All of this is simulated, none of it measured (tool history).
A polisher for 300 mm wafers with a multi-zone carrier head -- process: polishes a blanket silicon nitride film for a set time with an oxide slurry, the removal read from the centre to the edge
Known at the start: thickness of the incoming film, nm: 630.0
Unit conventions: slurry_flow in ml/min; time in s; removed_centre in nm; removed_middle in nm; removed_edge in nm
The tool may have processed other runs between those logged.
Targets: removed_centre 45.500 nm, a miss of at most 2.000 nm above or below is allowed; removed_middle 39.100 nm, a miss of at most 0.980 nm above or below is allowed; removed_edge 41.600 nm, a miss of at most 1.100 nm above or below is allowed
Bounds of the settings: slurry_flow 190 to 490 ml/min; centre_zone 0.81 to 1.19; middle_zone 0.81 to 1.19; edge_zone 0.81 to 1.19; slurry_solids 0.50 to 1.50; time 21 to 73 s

run  hour  slurry_flow  centre_zone  middle_zone  edge_zone  slurry_solids  time  removed_centre  removed_middle  removed_edge
  1   0.0          315         1.00         1.00       1.00           1.00    47          36.740          36.583        36.727
  2   5.1          255         1.00         1.00       1.00           1.00    47          36.010          36.751        36.506
  3   8.8          215         1.00         1.00       1.00           1.00    47          35.728          35.929        36.259
  4  15.5          220         1.03         1.01       1.03           1.00    47          36.906          36.616        36.712
  5  21.7          220         1.03         0.95       1.03           1.00    47          36.304          34.371        36.506
  6  29.0          225         1.06         0.96       1.06           1.05    47          36.916          35.314        37.583
  7  32.1          225         1.09         0.95       1.05           1.10    47          38.472          35.871        38.380
  8  39.1          230         1.11         0.94       1.04           1.15    47          40.359          36.451        38.737
  9  41.0          235         1.13         0.94       1.04           1.20    47          41.811          36.990        39.415
 10  44.5          240         1.14         0.94       1.05           1.20    47          42.465          36.855        39.260
 11  51.2          245         1.15         0.95       1.06           1.20    47          43.010          37.999        39.652
 12  58.8          250         1.16         0.95       1.07           1.20    47          42.975          37.437        40.443

Exercise: of the 4 proposed moves below, exactly one satisfies all targets within the stated allowed misses. Which move is it?
  A  66.4          240         1.19         0.98       1.12           1.15    49               ?               ?             ?
  B  66.4          195         1.01         1.01       1.18           1.45    45               ?               ?             ?
  C  66.4          255         1.19         0.96       0.96           1.15    52               ?               ?             ?
  D  66.4          295         1.06         0.96       1.01           1.20    47               ?               ?             ?

move  removed_centre  removed_middle  removed_edge
   A          44.541          39.214        41.709
   B          37.686          39.276        41.890
   C          47.542          41.127        41.516
   D          40.031          38.219        39.300
A: every result lands within tolerance
B: gets the furthest-off result to its target, but another result is out of tolerance
C: takes the result that was furthest off past its target
D: gets the furthest-off result to its target, but another result is out of tolerance
A is the move that brings every result within its allowed miss.
